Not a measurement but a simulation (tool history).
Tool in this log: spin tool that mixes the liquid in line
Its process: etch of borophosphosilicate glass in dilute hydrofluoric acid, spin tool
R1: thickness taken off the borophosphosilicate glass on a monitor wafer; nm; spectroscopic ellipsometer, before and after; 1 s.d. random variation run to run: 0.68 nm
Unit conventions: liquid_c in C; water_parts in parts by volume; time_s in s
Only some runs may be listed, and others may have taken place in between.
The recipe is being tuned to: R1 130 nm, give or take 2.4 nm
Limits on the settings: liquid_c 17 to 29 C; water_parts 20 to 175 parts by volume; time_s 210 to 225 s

Run 1, hour 0: liquid_c 21 C, water_parts 95 parts by volume, time_s 210 s. Result: R1 75.885 nm.
Run 2, hour 8.3: liquid_c 21 C, water_parts 110 parts by volume, time_s 210 s. Result: R1 63.224 nm.
Run 3, hour 16.2: liquid_c 21 C, water_parts 110 parts by volume, time_s 210 s. Result: R1 63.968 nm.
Run 4, hour 21.3: liquid_c 22.5 C, water_parts 105 parts by volume, time_s 210 s. Result: R1 71.178 nm.
Run 5, hour 28.4: liquid_c 23.5 C, water_parts 100 parts by volume, time_s 210 s. Result: R1 79.429 nm.
Run 6, hour 33: liquid_c 23.5 C, water_parts 100 parts by volume, time_s 210 s. Result: R1 78.845 nm.
Run 7, hour 35: liquid_c 24.5 C, water_parts 95 parts by volume, time_s 210 s. Result: R1 86.586 nm.
Run 8, hour 38.5: liquid_c 28.5 C, water_parts 70 parts by volume, time_s 210 s. Result: R1 142.68 nm.
Run 9, hour 46.3: liquid_c 28 C, water_parts 70 parts by volume, time_s 210 s. Result: R1 140.89 nm.
Run 10, hour 52.1: liquid_c 27.5 C, water_parts 70 parts by volume, time_s 210 s. Result: R1 137.35 nm.
Run 11, hour 54.9: liquid_c 27 C, water_parts 70 parts by volume, time_s 210 s. Result: R1 134.44 nm.

4 next moves are on the table. One of them brings every result within its allowed miss. Which?
Run A, hour 57.7: liquid_c 28.5 C, water_parts 85 parts by volume, time_s 225 s. Result: R1 ?.
Run B, hour 57.7: liquid_c 29 C, water_parts 75 parts by volume, time_s 225 s. Result: R1 ?.
Run C, hour 57.7: liquid_c 28 C, water_parts 80 parts by volume, time_s 225 s. Result: R1 ?.
Run D, hour 57.7: liquid_c 27 C, water_parts 75 parts by volume, time_s 210 s. Result: R1 ?.

move      R1
   A  124.05
   B  145.37
   C  130.18
   D   125.5
A: moves the result that the last run missed by most past its target, out the other side
B: moves away from the targets compared with the last run
C: every result within its allowed miss
D: moves the result that the last run missed by most past its target, out the other side
The move that meets every target is C.

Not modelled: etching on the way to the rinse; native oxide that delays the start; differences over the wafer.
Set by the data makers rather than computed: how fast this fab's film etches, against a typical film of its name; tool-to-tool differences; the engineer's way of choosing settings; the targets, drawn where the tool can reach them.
